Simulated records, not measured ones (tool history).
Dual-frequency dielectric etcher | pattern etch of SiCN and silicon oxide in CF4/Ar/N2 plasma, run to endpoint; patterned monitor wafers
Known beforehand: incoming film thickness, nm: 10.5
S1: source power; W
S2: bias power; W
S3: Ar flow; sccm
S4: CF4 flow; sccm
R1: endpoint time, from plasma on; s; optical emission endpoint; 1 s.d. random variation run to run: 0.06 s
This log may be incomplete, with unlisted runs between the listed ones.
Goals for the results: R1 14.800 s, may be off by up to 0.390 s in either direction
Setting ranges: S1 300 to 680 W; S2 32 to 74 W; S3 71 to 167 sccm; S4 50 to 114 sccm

| run | hour | S1 | S2 | S3 | S4 | R1 |
|---|---|---|---|---|---|---|
| 1 | 0.0 | 490 | 53 | 119 | 82 | 12.310 |
| 2 | 2.7 | 490 | 53 | 119 | 74 | 12.498 |
| 3 | 6.9 | 490 | 45 | 119 | 74 | 12.887 |
| 4 | 13.5 | 490 | 45 | 119 | 85 | 12.615 |
| 5 | 22.2 | 480 | 45 | 119 | 85 | 12.759 |
| 6 | 30.9 | 510 | 45 | 119 | 85 | 12.133 |
| 7 | 39.2 | 500 | 45 | 119 | 85 | 12.441 |
| 8 | 39.9 | 490 | 45 | 119 | 85 | 12.576 |
| 9 | 43.6 | 390 | 43 | 120 | 85 | 15.326 |

5 next moves are on the table. One of them brings every result within its allowed miss. Which?
| A | 47.3 | 350 | 53 | 128 | 72 | ? |
| B | 47.3 | 360 | 46 | 115 | 87 | ? |
| C | 47.3 | 360 | 45 | 113 | 82 | ? |
| D | 47.3 | 380 | 47 | 134 | 89 | ? |
| E | 47.3 | 400 | 38 | 111 | 95 | ? |

| move | R1 |
|---|---|
| A | 16.597 |
| B | 15.810 |
| C | 15.961 |
| D | 15.509 |
| E | 14.673 |
A: misses by more than the last run did
B: misses by more than the last run did
C: misses by more than the last run did
D: misses by more than the last run did
E: every result lands within tolerance
E meets every target.
